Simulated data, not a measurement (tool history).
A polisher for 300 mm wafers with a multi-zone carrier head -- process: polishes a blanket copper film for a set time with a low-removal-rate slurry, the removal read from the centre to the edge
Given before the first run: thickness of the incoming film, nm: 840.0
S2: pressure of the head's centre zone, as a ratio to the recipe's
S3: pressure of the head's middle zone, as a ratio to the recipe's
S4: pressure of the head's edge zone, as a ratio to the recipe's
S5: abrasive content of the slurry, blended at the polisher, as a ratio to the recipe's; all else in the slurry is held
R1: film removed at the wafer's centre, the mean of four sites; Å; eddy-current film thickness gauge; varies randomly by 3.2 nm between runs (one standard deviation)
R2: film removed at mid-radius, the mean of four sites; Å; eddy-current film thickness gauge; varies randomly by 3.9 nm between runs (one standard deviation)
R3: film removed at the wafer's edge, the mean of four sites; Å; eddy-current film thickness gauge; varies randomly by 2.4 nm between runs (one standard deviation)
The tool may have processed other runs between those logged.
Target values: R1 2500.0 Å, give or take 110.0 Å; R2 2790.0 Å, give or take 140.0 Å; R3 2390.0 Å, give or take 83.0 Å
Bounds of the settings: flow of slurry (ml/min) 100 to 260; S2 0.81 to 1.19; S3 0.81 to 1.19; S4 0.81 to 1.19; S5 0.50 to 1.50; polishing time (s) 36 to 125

{"run": 1, "day": 0.0, "flow of slurry (ml/min)": 165, "S2": 1.0, "S3": 1.0, "S4": 1.0, "S5": 1.0, "polishing time (s)": 80, "R1": 3113.1, "R2": 3283.9, "R3": 3165.5}
{"run": 2, "day": 0.054, "flow of slurry (ml/min)": 160, "S2": 1.0, "S3": 1.01, "S4": 0.96, "S5": 0.9, "polishing time (s)": 78, "R1": 3091.4, "R2": 3118.1, "R3": 3001.1}
{"run": 3, "day": 0.183, "flow of slurry (ml/min)": 160, "S2": 1.0, "S3": 1.01, "S4": 0.91, "S5": 0.9, "polishing time (s)": 78, "R1": 3065.5, "R2": 3157.4, "R3": 2888.9}
{"run": 4, "day": 0.346, "flow of slurry (ml/min)": 155, "S2": 0.98, "S3": 1.02, "S4": 0.89, "S5": 0.85, "polishing time (s)": 76, "R1": 2887.7, "R2": 3069.0, "R3": 2807.4}
{"run": 5, "day": 0.662, "flow of slurry (ml/min)": 155, "S2": 0.98, "S3": 0.95, "S4": 0.89, "S5": 0.85, "polishing time (s)": 76, "R1": 2966.3, "R2": 2830.6, "R3": 2784.9}
{"run": 6, "day": 0.925, "flow of slurry (ml/min)": 155, "S2": 0.98, "S3": 0.88, "S4": 0.89, "S5": 0.85, "polishing time (s)": 76, "R1": 2879.9, "R2": 2672.2, "R3": 2824.6}
{"run": 7, "day": 1.154, "flow of slurry (ml/min)": 150, "S2": 0.96, "S3": 0.93, "S4": 0.87, "S5": 0.8, "polishing time (s)": 75, "R1": 2757.0, "R2": 2671.3, "R3": 2695.3}
{"run": 8, "day": 1.388, "flow of slurry (ml/min)": 145, "S2": 0.95, "S3": 0.97, "S4": 0.85, "S5": 0.75, "polishing time (s)": 74, "R1": 2627.7, "R2": 2701.1, "R3": 2603.4}

Which single option among these 4 for the next run brings every result within its allowed miss of target? Just one does.
{"run": "A", "day": 1.621, "flow of slurry (ml/min)": 205, "S2": 0.94, "S3": 1.06, "S4": 0.83, "S5": 0.6, "polishing time (s)": 69, "R1": "?", "R2": "?", "R3": "?"}
{"run": "B", "day": 1.621, "flow of slurry (ml/min)": 135, "S2": 1.05, "S3": 0.97, "S4": 1.02, "S5": 1.05, "polishing time (s)": 67, "R1": "?", "R2": "?", "R3": "?"}
{"run": "C", "day": 1.621, "flow of slurry (ml/min)": 140, "S2": 0.81, "S3": 1.16, "S4": 0.85, "S5": 0.75, "polishing time (s)": 75, "R1": "?", "R2": "?", "R3": "?"}
{"run": "D", "day": 1.621, "flow of slurry (ml/min)": 155, "S2": 0.89, "S3": 1.09, "S4": 0.84, "S5": 0.95, "polishing time (s)": 72, "R1": "?", "R2": "?", "R3": "?"}

move=A R1=2519.1 R2=2754.4 R3=2421.7
move=B R1=2764.1 R2=2524.7 R3=2679.6
move=C R1=2288.9 R2=3161.4 R3=2631.4
move=D R1=2536.6 R2=3014.6 R3=2625.8
A: each result inside its tolerance
B: moves away from the targets compared with the last run
C: moves away from the targets compared with the last run
D: moves away from the targets compared with the last run
A meets every target.
